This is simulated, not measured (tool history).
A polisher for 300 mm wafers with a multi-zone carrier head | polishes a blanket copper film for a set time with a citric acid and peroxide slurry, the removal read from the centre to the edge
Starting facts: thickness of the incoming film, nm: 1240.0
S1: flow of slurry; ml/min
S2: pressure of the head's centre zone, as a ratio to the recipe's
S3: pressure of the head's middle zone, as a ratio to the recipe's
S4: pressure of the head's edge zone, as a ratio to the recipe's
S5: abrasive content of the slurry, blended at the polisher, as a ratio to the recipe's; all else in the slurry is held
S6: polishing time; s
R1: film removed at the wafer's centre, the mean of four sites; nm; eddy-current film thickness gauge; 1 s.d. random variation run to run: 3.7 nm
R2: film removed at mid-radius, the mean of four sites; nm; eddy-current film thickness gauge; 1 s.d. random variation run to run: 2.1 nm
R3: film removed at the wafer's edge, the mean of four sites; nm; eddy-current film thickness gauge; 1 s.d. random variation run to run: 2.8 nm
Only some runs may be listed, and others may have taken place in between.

{"run": 1, "day": 0.0, "S1": 305, "S2": 1, "S3": 1, "S4": 1, "S5": 1, "S6": 80, "R1": 165.74, "R2": 177.2, "R3": 177.3}
{"run": 2, "day": 0.175, "S1": 305, "S2": 1.03, "S3": 1, "S4": 1.02, "S5": 1.1, "S6": 83, "R1": 183.91, "R2": 190.07, "R3": 184.99}
{"run": 3, "day": 0.312, "S1": 305, "S2": 1.03, "S3": 0.98, "S4": 1.04, "S5": 1.15, "S6": 86, "R1": 189.35, "R2": 193.35, "R3": 195.15}
{"run": 4, "day": 0.492, "S1": 305, "S2": 1.03, "S3": 0.98, "S4": 0.96, "S5": 1.15, "S6": 86, "R1": 191.72, "R2": 192.44, "R3": 191.76}
{"run": 5, "day": 0.633, "S1": 305, "S2": 1.1, "S3": 0.98, "S4": 0.96, "S5": 1.15, "S6": 86, "R1": 205.39, "R2": 190.48, "R3": 188.98}
{"run": 6, "day": 0.767, "S1": 305, "S2": 1.09, "S3": 0.97, "S4": 0.97, "S5": 1.2, "S6": 89, "R1": 210.88, "R2": 200.31, "R3": 201.33}
{"run": 7, "day": 1.025, "S1": 305, "S2": 1.1, "S3": 0.96, "S4": 0.98, "S5": 1.25, "S6": 91, "R1": 227.35, "R2": 205.62, "R3": 210.61}
{"run": 8, "day": 1.329, "S1": 305, "S2": 1.1, "S3": 0.96, "S4": 0.99, "S5": 1.3, "S6": 92, "R1": 228.19, "R2": 208.43, "R3": 216.75}
{"run": 9, "day": 1.388, "S1": 305, "S2": 1.1, "S3": 0.96, "S4": 1, "S5": 1.35, "S6": 93, "R1": 230.58, "R2": 215.03, "R3": 224.39}
{"run": 10, "day": 1.483, "S1": 305, "S2": 1.11, "S3": 0.96, "S4": 1.01, "S5": 1.4, "S6": 94, "R1": 247.34, "R2": 218.88, "R3": 224.83}
{"run": 11, "day": 1.679, "S1": 305, "S2": 1.1, "S3": 0.96, "S4": 1.02, "S5": 1.4, "S6": 95, "R1": 242.06, "R2": 221.03, "R3": 227.84}

Run 12, settings as shown, results not yet in. Your forecast:
{"run": 12, "day": 1.8, "S1": 305, "S2": 1.1, "S3": 0.95, "S4": 1.02, "S5": 1.4, "S6": 96, "R1": "?", "R2": "?", "R3": "?"}

{"run 12": {"R1": 244.68, "R2": 223.25, "R3": 229.86}}

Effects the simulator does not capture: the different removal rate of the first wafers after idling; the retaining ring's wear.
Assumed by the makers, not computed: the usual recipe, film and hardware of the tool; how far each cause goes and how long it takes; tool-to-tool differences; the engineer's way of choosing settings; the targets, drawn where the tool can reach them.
